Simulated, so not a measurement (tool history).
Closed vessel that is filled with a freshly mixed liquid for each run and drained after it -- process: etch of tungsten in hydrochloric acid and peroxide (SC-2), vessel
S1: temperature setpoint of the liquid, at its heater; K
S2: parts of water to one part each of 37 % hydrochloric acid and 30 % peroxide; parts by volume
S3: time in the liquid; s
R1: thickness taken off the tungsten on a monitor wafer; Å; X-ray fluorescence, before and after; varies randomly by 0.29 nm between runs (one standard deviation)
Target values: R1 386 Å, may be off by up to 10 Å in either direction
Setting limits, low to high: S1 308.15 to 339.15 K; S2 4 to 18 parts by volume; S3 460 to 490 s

run    day      S1  S2   S3      R1
  1      0  323.15  10  460  589.63
  2   0.15  321.65  10  460  531.01
  3  0.438  315.15  10  460  339.79
  4  0.533  315.65  10  460  354.48
  5  0.829  316.15  10  460  363.02
  6  1.154  320.65  10  460  498.78
  7  1.467  319.65  10  460  463.31
  8  1.671  319.15  10  460  451.54
  9      2  318.65  10  460  434.94
 10  2.362  318.15  10  460  415.01

Exercise: of the 4 proposed moves below, exactly one satisfies all targets within the stated allowed misses. Which move is it?
  A  2.725  318.15   11  490   ?
  B  2.725  317.65  9.5  490   ?
  C  2.725  320.15   12  460   ?
  D  2.725  320.15   14  490   ?

move      R1
   A  410.85
   B  448.71
   C  410.61
   D  382.72
A: an improvement on the last run, though not all results are within tolerance
B: its largest miss is bigger than the last run's
C: an improvement on the last run, though not all results are within tolerance
D: in spec on every target
Correct choice: D, which meets every target

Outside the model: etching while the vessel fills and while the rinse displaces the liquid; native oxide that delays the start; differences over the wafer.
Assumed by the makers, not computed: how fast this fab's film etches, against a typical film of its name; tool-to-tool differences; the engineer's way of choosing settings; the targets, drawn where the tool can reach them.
